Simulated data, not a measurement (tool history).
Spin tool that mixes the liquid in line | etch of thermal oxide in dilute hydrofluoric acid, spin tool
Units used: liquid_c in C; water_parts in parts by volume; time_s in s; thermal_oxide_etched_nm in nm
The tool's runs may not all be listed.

{"run": 1, "hour": 0.0, "liquid_c": 22, "water_parts": 160, "time_s": 295, "thermal_oxide_etched_nm": 6.7373}
{"run": 2, "hour": 1.8, "liquid_c": 25.5, "water_parts": 160, "time_s": 295, "thermal_oxide_etched_nm": 7.6805}
{"run": 3, "hour": 6.1, "liquid_c": 22.5, "water_parts": 160, "time_s": 295, "thermal_oxide_etched_nm": 6.8831}
{"run": 4, "hour": 15.0, "liquid_c": 22.5, "water_parts": 105, "time_s": 295, "thermal_oxide_etched_nm": 11.102}
{"run": 5, "hour": 22.0, "liquid_c": 22.5, "water_parts": 135, "time_s": 295, "thermal_oxide_etched_nm": 8.3744}
{"run": 6, "hour": 25.7, "liquid_c": 25, "water_parts": 135, "time_s": 295, "thermal_oxide_etched_nm": 9.1759}
{"run": 7, "hour": 29.7, "liquid_c": 26, "water_parts": 125, "time_s": 295, "thermal_oxide_etched_nm": 10.498}
{"run": 8, "hour": 33.1, "liquid_c": 27, "water_parts": 115, "time_s": 295, "thermal_oxide_etched_nm": 12.019}
{"run": 9, "hour": 36.2, "liquid_c": 27.5, "water_parts": 110, "time_s": 295, "thermal_oxide_etched_nm": 12.866}
{"run": 10, "hour": 39.2, "liquid_c": 28, "water_parts": 105, "time_s": 295, "thermal_oxide_etched_nm": 14.021}
{"run": 11, "hour": 43.9, "liquid_c": 28, "water_parts": 105, "time_s": 295, "thermal_oxide_etched_nm": 14.032}
{"run": 12, "hour": 50.7, "liquid_c": 30, "water_parts": 80, "time_s": 295, "thermal_oxide_etched_nm": 20.274}

Run 13 is up next; what results do you expect?
{"run": 13, "hour": 56.1, "liquid_c": 29.5, "water_parts": 80, "time_s": 295, "thermal_oxide_etched_nm": "?"}

thermal_oxide_etched_nm: 20.057 nm

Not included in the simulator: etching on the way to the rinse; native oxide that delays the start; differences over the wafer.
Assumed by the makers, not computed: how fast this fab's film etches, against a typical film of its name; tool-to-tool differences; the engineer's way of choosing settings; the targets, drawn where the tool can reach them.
